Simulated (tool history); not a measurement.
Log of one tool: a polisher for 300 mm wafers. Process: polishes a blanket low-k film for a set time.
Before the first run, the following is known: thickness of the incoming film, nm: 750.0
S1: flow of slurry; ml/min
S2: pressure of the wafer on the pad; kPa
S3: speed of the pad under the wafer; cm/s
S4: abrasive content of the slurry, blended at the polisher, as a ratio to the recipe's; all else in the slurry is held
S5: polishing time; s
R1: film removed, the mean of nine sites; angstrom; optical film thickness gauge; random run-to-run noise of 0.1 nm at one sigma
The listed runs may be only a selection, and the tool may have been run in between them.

| run | hour | S1 | S2 | S3 | S4 | S5 | R1 |
|---|---|---|---|---|---|---|---|
| 1 | 0 | 185 | 9.7 | 86 | 1 | 40 | 121.92 |
| 2 | 2.9 | 195 | 10.3 | 86 | 1 | 40 | 129.01 |
| 3 | 10.4 | 195 | 9 | 86 | 1 | 40 | 118.23 |
| 4 | 11.1 | 210 | 9.7 | 86 | 1 | 40 | 122.98 |
| 5 | 19.9 | 210 | 10.3 | 86 | 1 | 40 | 128.65 |
| 6 | 23.5 | 210 | 10.3 | 86 | 0.85 | 40 | 118.11 |
| 7 | 31.9 | 210 | 11 | 86 | 0.85 | 40 | 124.72 |
| 8 | 35.9 | 210 | 11 | 86 | 0.85 | 40 | 122.49 |
| 9 | 38.2 | 210 | 11.7 | 86 | 0.85 | 40 | 128.54 |
| 10 | 43.1 | 210 | 12.4 | 86 | 0.85 | 40 | 132.9 |
| 11 | 45.6 | 210 | 13.1 | 86 | 0.85 | 40 | 140.94 |

What will run 12 give?
| 12 | 48.1 | 210 | 13.8 | 86 | 0.85 | 40 | ? |

{"run 12": {"R1": 144.7}}
